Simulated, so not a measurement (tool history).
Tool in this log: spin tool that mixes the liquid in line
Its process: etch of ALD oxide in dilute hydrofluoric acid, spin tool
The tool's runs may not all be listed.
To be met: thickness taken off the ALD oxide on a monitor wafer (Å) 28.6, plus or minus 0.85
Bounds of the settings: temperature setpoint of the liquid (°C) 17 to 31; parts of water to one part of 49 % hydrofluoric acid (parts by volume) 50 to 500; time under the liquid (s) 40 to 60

run  hour  temperature setpoint of the liquid (°C)  parts of water to one part of 49 % hydrofluoric acid (parts by volume)  time under the liquid (s)  thickness taken off the ALD oxide on a monitor wafer (Å)
  1     0                                       23                                                                     275                         60                                                    33.042
  2   7.4                                       23                                                                     275                         60                                                    32.468
  3   8.1                                       22                                                                     275                         60                                                    31.953
  4  15.4                                       21                                                                     275                         60                                                    30.331
  5  16.6                                       21                                                                     340                         60                                                    23.121
  6  23.7                                     22.5                                                                     340                         60                                                    23.906
  7    31                                       24                                                                     340                         60                                                    25.743
  8  38.4                                     24.5                                                                     340                         60                                                    25.739
  9  44.2                                       25                                                                     340                         60                                                    26.243
 10    53                                     25.5                                                                     340                         60                                                    27.365
 11  53.6                                       26                                                                     340                         60                                                    27.302

Which of these 4 next moves meets every target?
  A  54.2                                       25                                                                     340                         60                                                         ?
  B  54.2                                     26.5                                                                     355                         60                                                         ?
  C  54.2                                     21.5                                                                     295                         60                                                         ?
  D  54.2                                       27                                                                     355                         60                                                         ?

move  thickness taken off the ALD oxide on a monitor wafer (Å)
   A                                                    26.433
   B                                                    26.219
   C                                                     28.15
   D                                                    26.648
A: moves away from the targets compared with the last run
B: moves away from the targets compared with the last run
C: every result within its allowed miss
D: moves away from the targets compared with the last run
So the answer is move C, the one that meets all the targets.
